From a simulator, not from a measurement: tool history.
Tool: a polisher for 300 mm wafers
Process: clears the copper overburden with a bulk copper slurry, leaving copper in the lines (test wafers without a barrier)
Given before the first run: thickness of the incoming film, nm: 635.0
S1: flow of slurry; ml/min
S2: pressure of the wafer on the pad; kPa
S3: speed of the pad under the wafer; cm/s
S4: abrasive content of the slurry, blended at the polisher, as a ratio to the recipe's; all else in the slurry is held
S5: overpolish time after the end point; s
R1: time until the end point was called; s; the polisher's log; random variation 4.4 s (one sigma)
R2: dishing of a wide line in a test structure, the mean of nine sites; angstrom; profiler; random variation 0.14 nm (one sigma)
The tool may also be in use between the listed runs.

{"run": 1, "hour": 0.0, "S1": 235, "S2": 12.4, "S3": 102, "S4": 1, "S5": 12, "R1": 119.22, "R2": 115.97}
{"run": 2, "hour": 3.3, "S1": 235, "S2": 12.4, "S3": 102, "S4": 1, "S5": 10, "R1": 119.59, "R2": 113.25}
{"run": 3, "hour": 10.2, "S1": 235, "S2": 10.3, "S3": 98, "S4": 1, "S5": 8, "R1": 148.79, "R2": 102.13}
{"run": 4, "hour": 15.7, "S1": 235, "S2": 10.3, "S3": 98, "S4": 0.85, "S5": 8, "R1": 154.75, "R2": 101.76}
{"run": 5, "hour": 22.6, "S1": 235, "S2": 13.1, "S3": 98, "S4": 0.85, "S5": 8, "R1": 120.98, "R2": 107}
{"run": 6, "hour": 27.0, "S1": 235, "S2": 13.1, "S3": 98, "S4": 0.95, "S5": 8, "R1": 115.87, "R2": 108.1}
{"run": 7, "hour": 34.1, "S1": 235, "S2": 11, "S3": 96, "S4": 0.95, "S5": 7, "R1": 140.06, "R2": 99.064}
{"run": 8, "hour": 39.0, "S1": 235, "S2": 9.7, "S3": 94, "S4": 0.95, "S5": 7, "R1": 163.2, "R2": 94.227}
{"run": 9, "hour": 40.3, "S1": 235, "S2": 8.3, "S3": 92, "S4": 0.95, "S5": 8, "R1": 196.29, "R2": 93.053}
{"run": 10, "hour": 46.2, "S1": 235, "S2": 7.6, "S3": 92, "S4": 0.95, "S5": 8, "R1": 204.28, "R2": 89.667}

What does the tool deliver on the next run?
{"run": 11, "hour": 52.6, "S1": 235, "S2": 6.9, "S3": 82, "S4": 0.95, "S5": 10, "R1": "?", "R2": "?"}

{"run 11": {"R1": 247.2, "R2": 91.567}}
